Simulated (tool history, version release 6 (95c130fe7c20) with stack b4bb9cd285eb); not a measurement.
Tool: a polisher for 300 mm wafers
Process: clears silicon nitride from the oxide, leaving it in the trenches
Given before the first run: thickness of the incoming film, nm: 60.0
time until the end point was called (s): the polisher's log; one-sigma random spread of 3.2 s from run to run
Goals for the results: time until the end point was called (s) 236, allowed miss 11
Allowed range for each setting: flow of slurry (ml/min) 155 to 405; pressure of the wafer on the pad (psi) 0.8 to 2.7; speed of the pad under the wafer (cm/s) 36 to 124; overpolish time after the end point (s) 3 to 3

run,hour,flow of slurry (ml/min),pressure of the wafer on the pad (psi),speed of the pad under the wafer (cm/s),overpolish time after the end point (s),time until the end point was called (s)
1,0,260,1.7,80,3,110.21
2,1.1,260,1.6,78,3,120.98
3,3.2,305,1.6,78,3,118.06
4,5.1,305,1.5,76,3,127.71
5,8.6,305,1.5,76,3,132.06
6,13.6,305,1.5,68,3,145.92
7,19.1,305,1.4,68,3,160.42
8,26,300,1.1,68,3,195.58

Exactly one of the 4 candidate moves below puts every result within its allowed miss. Which one?
A,32.9,300,1.5,68,3,?
B,32.9,295,1.3,56,3,?
C,32.9,190,0.9,70,3,?
D,32.9,315,1.4,48,3,?

move,time until the end point was called (s)
A,145.92
B,202.07
C,237.9
D,217.13
A: moves away from the targets compared with the last run
B: moves toward the targets from the last run without getting all of them in spec
C: each result inside its tolerance
D: moves toward the targets from the last run without getting all of them in spec
The move that meets every target is C.

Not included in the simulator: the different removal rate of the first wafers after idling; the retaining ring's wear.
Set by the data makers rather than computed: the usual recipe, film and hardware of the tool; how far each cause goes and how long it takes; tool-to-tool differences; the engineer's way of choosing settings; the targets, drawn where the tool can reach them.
